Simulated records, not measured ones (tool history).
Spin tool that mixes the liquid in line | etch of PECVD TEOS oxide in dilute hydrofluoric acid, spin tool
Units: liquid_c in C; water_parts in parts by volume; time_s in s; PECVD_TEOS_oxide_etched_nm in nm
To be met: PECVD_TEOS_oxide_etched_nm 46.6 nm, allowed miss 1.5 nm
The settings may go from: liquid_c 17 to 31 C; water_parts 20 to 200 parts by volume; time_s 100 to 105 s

Run 1, hour 0: liquid_c 23 C, water_parts 110 parts by volume, time_s 100 s. Result: PECVD_TEOS_oxide_etched_nm 25.964 nm.
Run 2, hour 4.8: liquid_c 21.5 C, water_parts 110 parts by volume, time_s 100 s. Result: PECVD_TEOS_oxide_etched_nm 24.529 nm.
Run 3, hour 9.2: liquid_c 19.5 C, water_parts 110 parts by volume, time_s 100 s. Result: PECVD_TEOS_oxide_etched_nm 22.603 nm.
Run 4, hour 10.4: liquid_c 19.5 C, water_parts 145 parts by volume, time_s 100 s. Result: PECVD_TEOS_oxide_etched_nm 16.783 nm.
Run 5, hour 13.9: liquid_c 19.5 C, water_parts 125 parts by volume, time_s 100 s. Result: PECVD_TEOS_oxide_etched_nm 19.535 nm.
Run 6, hour 22.9: liquid_c 22 C, water_parts 115 parts by volume, time_s 100 s. Result: PECVD_TEOS_oxide_etched_nm 23.667 nm.
Run 7, hour 24.8: liquid_c 24 C, water_parts 105 parts by volume, time_s 100 s. Result: PECVD_TEOS_oxide_etched_nm 29.048 nm.
Run 8, hour 27: liquid_c 28 C, water_parts 85 parts by volume, time_s 100 s. Result: PECVD_TEOS_oxide_etched_nm 42.536 nm.
Run 9, hour 29.9: liquid_c 28.5 C, water_parts 85 parts by volume, time_s 100 s. Result: PECVD_TEOS_oxide_etched_nm 42.859 nm.
Run 10, hour 31: liquid_c 28.5 C, water_parts 85 parts by volume, time_s 100 s. Result: PECVD_TEOS_oxide_etched_nm 44.126 nm.
At hour 38.6: thermometer replaced.
Run 11, hour 38.6: liquid_c 29 C, water_parts 85 parts by volume, time_s 100 s. Result: PECVD_TEOS_oxide_etched_nm 41.386 nm.
Run 12, hour 41.1: liquid_c 29.5 C, water_parts 85 parts by volume, time_s 100 s. Result: PECVD_TEOS_oxide_etched_nm 42.604 nm.
Run 13, hour 47.1: liquid_c 30 C, water_parts 85 parts by volume, time_s 100 s. Result: PECVD_TEOS_oxide_etched_nm 42.314 nm.

Which of these 4 next moves meets every target?
Run A, hour 53.1: liquid_c 27.5 C, water_parts 75 parts by volume, time_s 105 s. Result: PECVD_TEOS_oxide_etched_nm ?.
Run B, hour 53.1: liquid_c 29.5 C, water_parts 90 parts by volume, time_s 100 s. Result: PECVD_TEOS_oxide_etched_nm ?.
Run C, hour 53.1: liquid_c 29 C, water_parts 80 parts by volume, time_s 100 s. Result: PECVD_TEOS_oxide_etched_nm ?.
Run D, hour 53.1: liquid_c 30.5 C, water_parts 90 parts by volume, time_s 105 s. Result: PECVD_TEOS_oxide_etched_nm ?.

move  PECVD_TEOS_oxide_etched_nm
   A                       47.15
   B                       39.58
   C                      44.311
   D                      43.161
A: meets every target
B: further off than the last run
C: nearer than the last run, and not there yet
D: nearer than the last run, and not there yet
The right move is A.
